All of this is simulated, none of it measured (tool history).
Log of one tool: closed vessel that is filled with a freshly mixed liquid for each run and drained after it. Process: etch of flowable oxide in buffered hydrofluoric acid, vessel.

run	hour	temperature setpoint of the liquid (°C)	parts of 40 % ammonium fluoride to one part of 49 % hydrofluoric acid (parts by volume)	time in the liquid (s)	thickness taken off the flowable oxide on a monitor wafer (nm)
1	0	21	18	100	176.85
2	7	20.5	18	100	170.35
3	13.9	23.5	18	100	201.17
4	15.7	23.5	20	100	181.13
5	21.5	23.5	20	105	191.19
6	30.2	23	20	105	183.59
7	37.4	22.5	20	105	183.29
8	46.2	22	20	105	174.26
9	55.2	21.5	20	105	171.38

Estimate the outcome of run 10 from the log above:
10	63.7	21	20	105	?

{"run 10": {"thickness taken off the flowable oxide on a monitor wafer (nm)": 165.68}}
